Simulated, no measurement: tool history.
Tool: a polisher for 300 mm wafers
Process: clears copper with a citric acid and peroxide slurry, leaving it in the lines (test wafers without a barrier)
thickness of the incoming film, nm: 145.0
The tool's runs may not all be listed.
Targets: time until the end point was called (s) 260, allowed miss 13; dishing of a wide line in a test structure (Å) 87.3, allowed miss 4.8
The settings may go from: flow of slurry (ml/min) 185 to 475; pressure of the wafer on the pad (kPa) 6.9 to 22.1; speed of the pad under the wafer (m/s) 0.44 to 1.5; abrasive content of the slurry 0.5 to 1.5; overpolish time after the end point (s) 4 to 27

run,hour,flow of slurry (ml/min),pressure of the wafer on the pad (kPa),speed of the pad under the wafer (m/s),abrasive content of the slurry,overpolish time after the end point (s),time until the end point was called (s),dishing of a wide line in a test structure (Å)
1,0,305,14.5,0.96,1,14,123.15,138.34
2,3.6,305,14.5,1.08,1,14,112.53,156.82
3,10.4,305,14.5,1.08,1.15,14,107.69,162.15
4,19.2,255,14.5,1.08,1.15,14,110.46,151.68
5,20.8,240,11.7,0.96,1.1,16,153.79,134.11
6,29.4,235,10.3,0.9,1.1,16,176.25,112.91
7,32.1,225,9,0.84,1.1,17,214.32,102.62
8,37.2,225,8.3,0.82,1.1,17,235.27,93.964

4 next moves are on the table. One of them brings every result within its allowed miss. Which?
A,42.3,185,8.3,0.78,1.05,23,?,?
B,42.3,220,9,0.64,1.1,22,?,?
C,42.3,300,7.6,0.74,1.15,18,?,?
D,42.3,195,6.9,1.02,1.15,19,?,?

move,time until the end point was called (s),dishing of a wide line in a test structure (Å)
A,253.06,113.43
B,276.16,100.36
C,263.05,86.54
D,221.7,106.8
A: brings the result that was furthest off to its target, and leaves another outside
B: takes the result that was furthest off past its target
C: meets every target
D: further off than the last run
The right move is C.

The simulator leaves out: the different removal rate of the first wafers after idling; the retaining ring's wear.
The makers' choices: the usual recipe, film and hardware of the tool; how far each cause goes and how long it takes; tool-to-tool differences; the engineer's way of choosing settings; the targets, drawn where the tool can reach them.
